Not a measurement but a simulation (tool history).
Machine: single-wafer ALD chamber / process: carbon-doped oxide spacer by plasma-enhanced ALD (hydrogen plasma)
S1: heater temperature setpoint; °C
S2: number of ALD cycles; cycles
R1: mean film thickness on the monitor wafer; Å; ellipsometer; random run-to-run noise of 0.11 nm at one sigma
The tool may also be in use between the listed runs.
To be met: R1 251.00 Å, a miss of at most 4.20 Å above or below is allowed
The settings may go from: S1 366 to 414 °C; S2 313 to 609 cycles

run 1 hour=0.0 | S1=390 S2=461 | R1=221.70
run 2 hour=8.7 | S1=390 S2=475 | R1=227.25
run 3 hour=16.3 | S1=390 S2=498 | R1=240.99
run 4 hour=25.6 | S1=390 S2=435 | R1=210.77
run 5 hour=28.4 | S1=390 S2=456 | R1=220.50
run 6 hour=30.6 | S1=390 S2=471 | R1=227.76
run 7 hour=34.8 | S1=390 S2=482 | R1=234.46
run 8 hour=37.6 | S1=390 S2=489 | R1=234.90
run 9 hour=46.4 | S1=390 S2=497 | R1=239.48
run 10 hour=48.7 | S1=390 S2=503 | R1=242.58
run 11 hour=58.2 | S1=390 S2=507 | R1=243.70

Next run, 4 choices. One meets every target within its allowed miss, the rest don't. Which?
run A hour=67.7 | S1=385 S2=505 | R1=?
run B hour=67.7 | S1=393 S2=505 | R1=?
run C hour=67.7 | S1=388 S2=519 | R1=?
run D hour=67.7 | S1=394 S2=499 | R1=?

move=A R1=244.93
move=B R1=244.93
move=C R1=251.72
move=D R1=242.02
A: gains on the last run, yet a result remains outside its allowed miss
B: gains on the last run, yet a result remains outside its allowed miss
C: hits every target within its allowed miss
D: lands further from the targets than the last run did
Move C is the one to make.
